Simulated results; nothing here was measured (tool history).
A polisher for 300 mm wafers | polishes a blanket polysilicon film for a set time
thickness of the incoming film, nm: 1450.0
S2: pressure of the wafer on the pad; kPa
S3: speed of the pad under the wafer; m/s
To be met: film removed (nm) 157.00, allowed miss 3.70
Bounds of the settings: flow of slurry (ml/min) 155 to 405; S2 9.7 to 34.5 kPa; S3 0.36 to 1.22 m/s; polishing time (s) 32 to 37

Run 1, hour 0.0: flow of slurry (ml/min) 260, S2 22.1 kPa, S3 0.78 m/s, polishing time (s) 37. Result: film removed (nm) 269.72.
Run 2, hour 5.8: flow of slurry (ml/min) 260, S2 22.1 kPa, S3 0.78 m/s, polishing time (s) 32. Result: film removed (nm) 232.84.
Run 3, hour 12.8: flow of slurry (ml/min) 260, S2 20.7 kPa, S3 0.78 m/s, polishing time (s) 32. Result: film removed (nm) 222.66.
Run 4, hour 15.2: flow of slurry (ml/min) 260, S2 20.0 kPa, S3 0.78 m/s, polishing time (s) 32. Result: film removed (nm) 214.30.
At hour 23.7: head pressure recalibrated.
Run 5, hour 23.7: flow of slurry (ml/min) 260, S2 20.0 kPa, S3 0.78 m/s, polishing time (s) 37. Result: film removed (nm) 226.56.
Run 6, hour 24.3: flow of slurry (ml/min) 260, S2 19.3 kPa, S3 0.78 m/s, polishing time (s) 37. Result: film removed (nm) 220.49.
Run 7, hour 26.2: flow of slurry (ml/min) 260, S2 19.3 kPa, S3 0.78 m/s, polishing time (s) 37. Result: film removed (nm) 219.96.
Run 8, hour 34.7: flow of slurry (ml/min) 260, S2 19.3 kPa, S3 0.78 m/s, polishing time (s) 37. Result: film removed (nm) 218.15.

Which of these 5 next moves meets every target?
Run A, hour 43.2: flow of slurry (ml/min) 220, S2 22.1 kPa, S3 0.46 m/s, polishing time (s) 37. Result: film removed (nm) ?.
Run B, hour 43.2: flow of slurry (ml/min) 230, S2 17.2 kPa, S3 0.72 m/s, polishing time (s) 32. Result: film removed (nm) ?.
Run C, hour 43.2: flow of slurry (ml/min) 265, S2 17.9 kPa, S3 0.66 m/s, polishing time (s) 32. Result: film removed (nm) ?.
Run D, hour 43.2: flow of slurry (ml/min) 265, S2 20.0 kPa, S3 0.58 m/s, polishing time (s) 32. Result: film removed (nm) ?.
Run E, hour 43.2: flow of slurry (ml/min) 265, S2 16.5 kPa, S3 0.70 m/s, polishing time (s) 32. Result: film removed (nm) ?.

move  film removed (nm)
   A             148.23
   B             157.23
   C             151.55
   D             147.81
   E             149.39
A: takes the result that was furthest off past its target
B: meets every target
C: takes the result that was furthest off past its target
D: takes the result that was furthest off past its target
E: takes the result that was furthest off past its target
Answer: B
